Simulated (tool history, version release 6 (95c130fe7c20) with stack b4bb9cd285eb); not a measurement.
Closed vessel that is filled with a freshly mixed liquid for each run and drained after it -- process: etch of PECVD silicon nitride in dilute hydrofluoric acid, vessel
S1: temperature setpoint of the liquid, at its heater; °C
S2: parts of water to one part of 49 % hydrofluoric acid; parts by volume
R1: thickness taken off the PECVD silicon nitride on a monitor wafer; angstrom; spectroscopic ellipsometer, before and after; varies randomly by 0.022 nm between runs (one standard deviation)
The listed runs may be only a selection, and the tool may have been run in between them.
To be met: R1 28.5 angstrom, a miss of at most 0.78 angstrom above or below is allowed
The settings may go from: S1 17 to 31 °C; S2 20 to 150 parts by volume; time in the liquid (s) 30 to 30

run 1 hour=0 | S1=23 S2=85 time_in_the_liquid_(s)=30 | R1=12.889
run 2 hour=3.3 | S1=25 S2=80 time_in_the_liquid_(s)=30 | R1=15.682
run 3 hour=7.6 | S1=27 S2=80 time_in_the_liquid_(s)=30 | R1=18.007
run 4 hour=11.2 | S1=28 S2=75 time_in_the_liquid_(s)=30 | R1=20.064
run 5 hour=19 | S1=28.5 S2=70 time_in_the_liquid_(s)=30 | R1=22.471
run 6 hour=25.5 | S1=29 S2=70 time_in_the_liquid_(s)=30 | R1=22.985
run 7 hour=32.1 | S1=29.5 S2=70 time_in_the_liquid_(s)=30 | R1=23.82
run 8 hour=36.6 | S1=29.5 S2=70 time_in_the_liquid_(s)=30 | R1=23.476
run 9 hour=45.2 | S1=30 S2=70 time_in_the_liquid_(s)=30 | R1=24.737
run 10 hour=47.2 | S1=30 S2=70 time_in_the_liquid_(s)=30 | R1=24.761
run 11 hour=55.5 | S1=30.5 S2=65 time_in_the_liquid_(s)=30 | R1=27.387

Pick the move, out of 4, that brings all results within their allowed miss; only one does.
run A hour=63.8 | S1=28 S2=50 time_in_the_liquid_(s)=30 | R1=?
run B hour=63.8 | S1=31 S2=60 time_in_the_liquid_(s)=30 | R1=?
run C hour=63.8 | S1=29.5 S2=55 time_in_the_liquid_(s)=30 | R1=?
run D hour=63.8 | S1=28.5 S2=55 time_in_the_liquid_(s)=30 | R1=?

move=A R1=29.962
move=B R1=30.356
move=C R1=30.062
move=D R1=28.176
A: pushes the last run's worst result past its target
B: pushes the last run's worst result past its target
C: pushes the last run's worst result past its target
D: all results in spec
The right move is D.
